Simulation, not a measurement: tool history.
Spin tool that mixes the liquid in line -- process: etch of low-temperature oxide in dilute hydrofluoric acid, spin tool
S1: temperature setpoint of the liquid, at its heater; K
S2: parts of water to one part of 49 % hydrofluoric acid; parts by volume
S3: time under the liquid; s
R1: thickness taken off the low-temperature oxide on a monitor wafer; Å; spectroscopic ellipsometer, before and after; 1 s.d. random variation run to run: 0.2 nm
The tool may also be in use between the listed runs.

| run | day | S1 | S2 | S3 | R1 |
|---|---|---|---|---|---|
| 1 | 0 | 294.15 | 80 | 165 | 629.42 |
| 2 | 0.204 | 293.15 | 80 | 165 | 605.87 |
| 3 | 0.283 | 293.15 | 80 | 175 | 640.71 |
| 4 | 0.371 | 296.15 | 80 | 175 | 728.86 |
| 5 | 0.683 | 294.65 | 80 | 175 | 683.09 |
| 6 | 0.758 | 294.65 | 60 | 175 | 937.06 |

Run 7 has not been measured yet. What should we expect?
| 7 | 0.867 | 293.65 | 65 | 175 | ? |

Run 7 measured R1 818.12 Å.
